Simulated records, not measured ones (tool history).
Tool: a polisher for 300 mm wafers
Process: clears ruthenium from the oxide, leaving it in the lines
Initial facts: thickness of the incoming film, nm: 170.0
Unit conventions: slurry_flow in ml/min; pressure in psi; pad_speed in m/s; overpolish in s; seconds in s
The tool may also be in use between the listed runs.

run,hour,slurry_flow,pressure,pad_speed,overpolish,seconds
1,0.0,165,2.8,1.08,11,101.120
2,3.2,165,2.8,1.22,11,90.794
3,12.0,165,2.8,1.22,11,89.551
4,15.8,165,2.8,1.22,11,90.421
5,17.2,165,2.8,1.02,11,108.840
6,21.0,170,3.2,1.02,11,93.238
7,22.9,175,3.4,1.02,11,86.932

Run 8, settings as shown, results not yet in. Your forecast:
8,30.1,180,3.6,1.02,11,?

seconds: 81.871 s
